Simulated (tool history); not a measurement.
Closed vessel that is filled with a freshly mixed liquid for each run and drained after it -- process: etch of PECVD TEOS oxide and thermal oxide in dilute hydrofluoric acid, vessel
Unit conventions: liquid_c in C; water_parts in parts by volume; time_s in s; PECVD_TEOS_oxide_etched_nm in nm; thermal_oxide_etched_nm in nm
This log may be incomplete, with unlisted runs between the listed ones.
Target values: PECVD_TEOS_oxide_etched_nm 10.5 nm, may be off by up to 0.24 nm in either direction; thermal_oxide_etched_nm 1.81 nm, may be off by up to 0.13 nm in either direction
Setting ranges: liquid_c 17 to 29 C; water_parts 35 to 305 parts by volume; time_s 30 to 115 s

{"run": 1, "day": 0.0, "liquid_c": 21, "water_parts": 170, "time_s": 60, "PECVD_TEOS_oxide_etched_nm": 7.4177, "thermal_oxide_etched_nm": 1.2603}
{"run": 2, "day": 0.062, "liquid_c": 22, "water_parts": 170, "time_s": 60, "PECVD_TEOS_oxide_etched_nm": 7.6935, "thermal_oxide_etched_nm": 1.3577}
{"run": 3, "day": 0.192, "liquid_c": 23.5, "water_parts": 170, "time_s": 60, "PECVD_TEOS_oxide_etched_nm": 8.1583, "thermal_oxide_etched_nm": 1.3789}
{"run": 4, "day": 0.425, "liquid_c": 21.5, "water_parts": 170, "time_s": 60, "PECVD_TEOS_oxide_etched_nm": 7.4908, "thermal_oxide_etched_nm": 1.3229}
{"run": 5, "day": 0.646, "liquid_c": 21.5, "water_parts": 170, "time_s": 75, "PECVD_TEOS_oxide_etched_nm": 9.4078, "thermal_oxide_etched_nm": 1.542}
{"run": 6, "day": 0.892, "liquid_c": 18, "water_parts": 170, "time_s": 75, "PECVD_TEOS_oxide_etched_nm": 8.1547, "thermal_oxide_etched_nm": 1.3827}
{"run": 7, "day": 1.212, "liquid_c": 19, "water_parts": 170, "time_s": 75, "PECVD_TEOS_oxide_etched_nm": 8.5874, "thermal_oxide_etched_nm": 1.4652}
{"run": 8, "day": 1.508, "liquid_c": 19.5, "water_parts": 170, "time_s": 75, "PECVD_TEOS_oxide_etched_nm": 8.6426, "thermal_oxide_etched_nm": 1.4941}
{"run": 9, "day": 1.608, "liquid_c": 20, "water_parts": 170, "time_s": 75, "PECVD_TEOS_oxide_etched_nm": 8.8974, "thermal_oxide_etched_nm": 1.5535}
{"run": 10, "day": 1.942, "liquid_c": 20.5, "water_parts": 170, "time_s": 75, "PECVD_TEOS_oxide_etched_nm": 9.039, "thermal_oxide_etched_nm": 1.6298}
{"run": 11, "day": 2.104, "liquid_c": 21, "water_parts": 170, "time_s": 75, "PECVD_TEOS_oxide_etched_nm": 9.2281, "thermal_oxide_etched_nm": 1.642}
{"run": 12, "day": 2.183, "liquid_c": 21.5, "water_parts": 170, "time_s": 75, "PECVD_TEOS_oxide_etched_nm": 9.4263, "thermal_oxide_etched_nm": 1.5958}
{"run": 13, "day": 2.558, "liquid_c": 22, "water_parts": 170, "time_s": 75, "PECVD_TEOS_oxide_etched_nm": 9.4972, "thermal_oxide_etched_nm": 1.5826}
{"run": 14, "day": 2.929, "liquid_c": 24.5, "water_parts": 165, "time_s": 75, "PECVD_TEOS_oxide_etched_nm": 10.8, "thermal_oxide_etched_nm": 1.8659}
{"run": 15, "day": 2.988, "liquid_c": 24, "water_parts": 165, "time_s": 75, "PECVD_TEOS_oxide_etched_nm": 10.747, "thermal_oxide_etched_nm": 1.8662}

Exercise: of the 4 proposed moves below, exactly one satisfies all targets within the stated allowed misses. Which move is it?
{"run": "A", "day": 3.046, "liquid_c": 23.5, "water_parts": 160, "time_s": 75, "PECVD_TEOS_oxide_etched_nm": "?", "thermal_oxide_etched_nm": "?"}
{"run": "B", "day": 3.046, "liquid_c": 21.5, "water_parts": 170, "time_s": 80, "PECVD_TEOS_oxide_etched_nm": "?", "thermal_oxide_etched_nm": "?"}
{"run": "C", "day": 3.046, "liquid_c": 23.5, "water_parts": 155, "time_s": 70, "PECVD_TEOS_oxide_etched_nm": "?", "thermal_oxide_etched_nm": "?"}
{"run": "D", "day": 3.046, "liquid_c": 22.5, "water_parts": 145, "time_s": 70, "PECVD_TEOS_oxide_etched_nm": "?", "thermal_oxide_etched_nm": "?"}

move=A PECVD_TEOS_oxide_etched_nm=10.988 thermal_oxide_etched_nm=1.803
move=B PECVD_TEOS_oxide_etched_nm=10.105 thermal_oxide_etched_nm=1.6581
move=C PECVD_TEOS_oxide_etched_nm=10.648 thermal_oxide_etched_nm=1.7472
move=D PECVD_TEOS_oxide_etched_nm=11.083 thermal_oxide_etched_nm=1.8185
A: further off than the last run
B: carries the result that was furthest off beyond its target, to the other side
C: each result inside its tolerance
D: further off than the last run
Answer: C
